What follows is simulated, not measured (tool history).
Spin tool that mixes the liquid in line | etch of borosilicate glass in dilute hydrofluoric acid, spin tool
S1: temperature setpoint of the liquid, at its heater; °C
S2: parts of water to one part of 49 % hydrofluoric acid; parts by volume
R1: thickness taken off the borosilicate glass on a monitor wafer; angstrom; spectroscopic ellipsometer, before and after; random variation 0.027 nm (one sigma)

run 1 hour=0.0 | S1=24.0 S2=230 time_under_the_liquid_(s)=20 | R1=47.258
run 2 hour=4.8 | S1=24.0 S2=230 time_under_the_liquid_(s)=15 | R1=35.142
run 3 hour=7.0 | S1=24.0 S2=230 time_under_the_liquid_(s)=20 | R1=47.332
run 4 hour=15.3 | S1=22.0 S2=230 time_under_the_liquid_(s)=20 | R1=43.669
run 5 hour=22.2 | S1=20.5 S2=230 time_under_the_liquid_(s)=20 | R1=41.445
run 6 hour=23.0 | S1=20.5 S2=160 time_under_the_liquid_(s)=20 | R1=63.301

Forecast run 7:
run 7 hour=28.8 | S1=19.5 S2=185 time_under_the_liquid_(s)=20 | R1=?

Run 7 gave R1 52.385 angstrom.
